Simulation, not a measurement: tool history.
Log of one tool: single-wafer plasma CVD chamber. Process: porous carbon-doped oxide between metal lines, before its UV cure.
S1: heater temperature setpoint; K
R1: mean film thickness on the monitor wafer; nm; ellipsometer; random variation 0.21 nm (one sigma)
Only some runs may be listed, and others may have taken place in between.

Run 1, day 0: S1 588.15 K, RF power (kW) 0.475, deposition time (s) 17.9. Result: R1 87.283 nm.
Run 2, day 0.025: S1 598.15 K, RF power (kW) 0.475, deposition time (s) 17.9. Result: R1 83.692 nm.
Run 3, day 0.067: S1 598.15 K, RF power (kW) 0.475, deposition time (s) 18.5. Result: R1 86.111 nm.
Run 4, day 0.262: S1 593.15 K, RF power (kW) 0.475, deposition time (s) 18.5. Result: R1 88.223 nm.
Run 5, day 0.517: S1 589.15 K, RF power (kW) 0.475, deposition time (s) 18.5. Result: R1 90.175 nm.
Run 6, day 0.712: S1 586.15 K, RF power (kW) 0.475, deposition time (s) 18.5. Result: R1 91.009 nm.
Run 7, day 0.8: S1 584.15 K, RF power (kW) 0.475, deposition time (s) 18.5. Result: R1 92.1 nm.
Run 8, day 1.108: S1 582.15 K, RF power (kW) 0.475, deposition time (s) 18.5. Result: R1 93.233 nm.

For run 9, what comes out?
Run 9, day 1.3: S1 581.15 K, RF power (kW) 0.475, deposition time (s) 18.5. Result: R1 ?.

{"run 9": {"R1": 93.609}}

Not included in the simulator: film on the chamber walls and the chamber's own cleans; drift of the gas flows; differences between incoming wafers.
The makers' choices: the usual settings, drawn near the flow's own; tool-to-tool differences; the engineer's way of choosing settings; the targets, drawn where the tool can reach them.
